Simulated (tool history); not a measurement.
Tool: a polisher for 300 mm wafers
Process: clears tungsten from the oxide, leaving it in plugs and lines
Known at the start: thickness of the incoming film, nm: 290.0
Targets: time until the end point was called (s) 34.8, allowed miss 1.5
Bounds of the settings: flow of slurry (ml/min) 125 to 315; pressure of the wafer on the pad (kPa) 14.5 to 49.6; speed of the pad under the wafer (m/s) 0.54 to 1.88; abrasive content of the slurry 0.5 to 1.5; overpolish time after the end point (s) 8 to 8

run  hour  flow of slurry (ml/min)  pressure of the wafer on the pad (kPa)  speed of the pad under the wafer (m/s)  abrasive content of the slurry  overpolish time after the end point (s)  time until the end point was called (s)
  1     0                      205                                    31.7                                     1.2                               1                                        8                                   47.447
  2   1.3                      205                                    33.8                                     1.2                               1                                        8                                    45.14
  3     5                      245                                    33.8                                     1.2                               1                                        8                                   43.694
  4     6                      245                                    28.3                                     1.2                               1                                        8                                   50.558
  5   8.6                      245                                    28.3                                     1.2                             1.2                                        8                                   49.597
  6  15.6                      245                                    34.5                                     1.2                             1.2                                        8                                   41.471
  7  24.1                      245                                    35.9                                     1.2                             1.2                                        8                                   39.507
  8  30.2                      245                                    36.5                                     1.2                             1.2                                        8                                   38.908
  9  34.9                      245                                    37.2                                     1.2                             1.2                                        8                                   38.859
 10  39.6                      245                                    37.9                                     1.2                             1.2                                        8                                   36.775
 11  44.8                      245                                    38.6                                     1.2                             1.2                                        8                                   36.452

Which of these 5 next moves meets every target?
  A    50                      235                                    37.9                                    1.36                            1.05                                        8                                        ?
  B    50                      265                                    36.5                                    1.14                             1.2                                        8                                        ?
  C    50                      295                                    33.1                                    1.44                            1.05                                        8                                        ?
  D    50                      260                                    34.5                                     1.3                             1.4                                        8                                        ?
  E    50                      265                                    37.9                                    1.24                            0.95                                        8                                        ?

move  time until the end point was called (s)
   A                                   36.187
   B                                   41.222
   C                                    38.67
   D                                   38.202
   E                                    39.25
A: meets every target
B: further off than the last run
C: further off than the last run
D: further off than the last run
E: further off than the last run
Answer: A
